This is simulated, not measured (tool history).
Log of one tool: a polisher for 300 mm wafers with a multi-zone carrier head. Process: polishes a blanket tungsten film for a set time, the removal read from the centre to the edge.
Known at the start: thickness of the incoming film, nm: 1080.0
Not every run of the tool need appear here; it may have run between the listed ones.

run    day  flow of slurry (ml/min)  pressure of the head's centre zone  pressure of the head's middle zone  pressure of the head's edge zone  abrasive content of the slurry  polishing time (s)  film removed at the wafer's centre (nm)  film removed at mid-radius (nm)  film removed at the wafer's edge (nm)
  1  0.000                      220                                1.00                                1.00                              1.00                            1.00                  37                                   327.69                           313.81                                 330.22
  2  0.242                      215                                1.00                                0.98                              0.98                            0.95                  36                                   310.91                           291.38                                 315.24
  3  0.504                      170                                1.00                                0.98                              0.98                            0.95                  36                                   299.54                           285.52                                 303.60
  4  0.662                      170                                1.01                                0.97                              0.96                            0.90                  35                                   286.28                           273.99                                 284.37
  5  0.688                      130                                1.01                                0.97                              0.96                            0.90                  35                                   270.71                           254.69                                 275.39
  6  0.738                      130                                1.01                                0.97                              0.96                            0.90                  32                                   247.16                           237.36                                 252.91
  7  1.079                      130                                1.02                                0.95                              0.95                            0.85                  32                                   243.57                           221.77                                 246.02
  8  1.288                      130                                1.03                                0.94                              0.93                            0.85                  32                                   245.35                           222.67                                 244.23
  9  1.400                      130                                1.04                                0.93                              0.92                            0.85                  32                                   248.48                           219.14                                 242.26
 10  1.571                      130                                1.04                                0.92                              0.91                            0.85                  32                                   249.56                           223.19                                 240.81
 11  1.700                      135                                1.10                                0.82                              0.91                            0.60                  31                                   226.94                           168.95                                 205.07
 12  1.812                      145                                1.10                                0.83                              0.91                            0.60                  31                                   228.99                           172.78                                 205.47
 13  2.121                      155                                1.10                                0.84                              0.92                            0.60                  31                                   230.20                           177.73                                 209.86
 14  2.458                      160                                1.10                                0.84                              0.92                            0.60                  31                                   231.17                           179.10                                 209.52
 15  2.796                      165                                1.10                                0.84                              0.92                            0.60                  31                                   235.22                           180.12                                 211.84
 16  2.829                      170                                1.10                                0.84                              0.92                            0.60                  31                                   236.32                           181.27                                 212.34
 17  3.108                      175                                1.10                                0.84                              0.92                            0.60                  31                                   238.98                           177.71                                 214.94

The next listed run, before its measurement:
 18  3.471                      175                                1.10                                0.85                              0.92                            0.60                  31                                        ?                                ?                                      ?

Run 18 produced film removed at the wafer's centre (nm) 240.46, film removed at mid-radius (nm) 181.47, film removed at the wafer's edge (nm) 211.87.

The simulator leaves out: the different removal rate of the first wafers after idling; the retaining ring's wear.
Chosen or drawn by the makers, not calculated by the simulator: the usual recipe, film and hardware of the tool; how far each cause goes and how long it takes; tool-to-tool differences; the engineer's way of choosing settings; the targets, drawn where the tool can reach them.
